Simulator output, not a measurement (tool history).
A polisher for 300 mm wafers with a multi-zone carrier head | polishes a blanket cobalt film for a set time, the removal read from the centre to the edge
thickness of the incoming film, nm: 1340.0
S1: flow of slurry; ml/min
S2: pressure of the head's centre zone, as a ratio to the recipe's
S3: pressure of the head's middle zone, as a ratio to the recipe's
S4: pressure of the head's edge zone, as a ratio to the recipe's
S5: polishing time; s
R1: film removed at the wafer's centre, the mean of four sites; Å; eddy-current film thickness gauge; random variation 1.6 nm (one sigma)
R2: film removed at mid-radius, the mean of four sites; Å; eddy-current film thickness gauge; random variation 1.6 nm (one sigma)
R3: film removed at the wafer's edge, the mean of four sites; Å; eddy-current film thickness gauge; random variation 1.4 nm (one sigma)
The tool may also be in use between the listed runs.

| run | day | S1 | S2 | S3 | S4 | S5 | R1 | R2 | R3 |
|---|---|---|---|---|---|---|---|---|---|
| 1 | 0.000 | 225 | 1.00 | 1.00 | 1.00 | 59 | 2344.1 | 2391.9 | 2337.7 |
| 2 | 0.100 | 225 | 1.00 | 1.05 | 1.00 | 59 | 2446.4 | 2454.3 | 2308.4 |
| 3 | 0.446 | 220 | 0.98 | 1.03 | 0.99 | 55 | 2104.2 | 2277.0 | 2169.2 |
| 4 | 0.633 | 220 | 0.98 | 1.02 | 0.99 | 52 | 2026.3 | 2126.7 | 2022.2 |
| 5 | 0.704 | 215 | 0.97 | 1.00 | 0.98 | 50 | 1958.6 | 1988.5 | 1974.7 |
| 6 | 1.067 | 215 | 0.95 | 1.00 | 0.98 | 47 | 1737.1 | 1881.5 | 1852.6 |
| 7 | 1.183 | 195 | 0.85 | 0.90 | 0.88 | 32 | 1062.4 | 1168.6 | 1191.8 |
| 8 | 1.283 | 260 | 0.85 | 0.99 | 0.98 | 31 | 1072.7 | 1271.9 | 1203.8 |
| 9 | 1.400 | 255 | 0.85 | 0.99 | 1.00 | 31 | 1067.6 | 1249.5 | 1251.4 |
| 10 | 1.525 | 255 | 0.85 | 1.00 | 1.01 | 31 | 1058.9 | 1267.3 | 1261.0 |

Run 11 comes next. What will it give?
| 11 | 1.779 | 255 | 0.86 | 1.00 | 1.02 | 31 | ? | ? | ? |

{"run 11": {"R1": 1083.9, "R2": 1279.7, "R3": 1275.1}}
